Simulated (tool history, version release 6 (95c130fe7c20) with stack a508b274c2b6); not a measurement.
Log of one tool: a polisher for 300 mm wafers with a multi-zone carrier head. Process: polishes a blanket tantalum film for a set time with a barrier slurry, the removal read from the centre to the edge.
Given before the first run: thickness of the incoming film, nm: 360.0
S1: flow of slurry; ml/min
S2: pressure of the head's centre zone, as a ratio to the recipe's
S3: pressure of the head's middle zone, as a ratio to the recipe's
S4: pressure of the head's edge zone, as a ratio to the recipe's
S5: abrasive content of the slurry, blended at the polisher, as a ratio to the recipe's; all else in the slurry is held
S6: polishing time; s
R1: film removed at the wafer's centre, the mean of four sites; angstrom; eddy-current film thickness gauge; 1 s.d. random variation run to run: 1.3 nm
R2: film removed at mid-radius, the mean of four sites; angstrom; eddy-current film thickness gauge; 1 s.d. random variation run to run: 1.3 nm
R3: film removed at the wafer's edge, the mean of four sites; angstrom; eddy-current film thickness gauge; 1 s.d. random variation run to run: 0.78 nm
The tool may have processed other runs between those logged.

Run 1, hour 0.0: S1 150 ml/min, S2 1.00, S3 1.00, S4 1.00, S5 1.00, S6 69 s. Result: R1 1015.00 angstrom, R2 1057.20 angstrom, R3 1015.90 angstrom.
Run 2, hour 7.9: S1 120 ml/min, S2 1.00, S3 1.00, S4 1.00, S5 1.00, S6 69 s. Result: R1 977.27 angstrom, R2 996.53 angstrom, R3 992.33 angstrom.
Run 3, hour 15.3: S1 120 ml/min, S2 1.00, S3 1.00, S4 1.00, S5 1.00, S6 56 s. Result: R1 801.16 angstrom, R2 806.72 angstrom, R3 809.99 angstrom.
Run 4, hour 16.4: S1 130 ml/min, S2 1.01, S3 1.01, S4 1.03, S5 1.10, S6 57 s. Result: R1 859.56 angstrom, R2 875.97 angstrom, R3 869.08 angstrom.
Run 5, hour 22.0: S1 130 ml/min, S2 1.01, S3 1.01, S4 1.08, S5 1.10, S6 57 s. Result: R1 861.12 angstrom, R2 881.32 angstrom, R3 877.21 angstrom.
Run 6, hour 22.8: S1 130 ml/min, S2 0.94, S3 1.01, S4 1.08, S5 1.10, S6 57 s. Result: R1 803.23 angstrom, R2 879.75 angstrom, R3 893.13 angstrom.
Run 7, hour 27.3: S1 170 ml/min, S2 1.04, S3 1.02, S4 1.18, S5 1.35, S6 62 s. Result: R1 1089.50 angstrom, R2 1067.30 angstrom, R3 1107.40 angstrom.

The next listed run, before its measurement:
Run 8, hour 30.1: S1 175 ml/min, S2 1.04, S3 1.02, S4 1.18, S5 1.35, S6 62 s. Result: R1 ?, R2 ?, R3 ?.

Run 8 came out at R1 1084.70 angstrom, R2 1049.20 angstrom, R3 1110.80 angstrom.
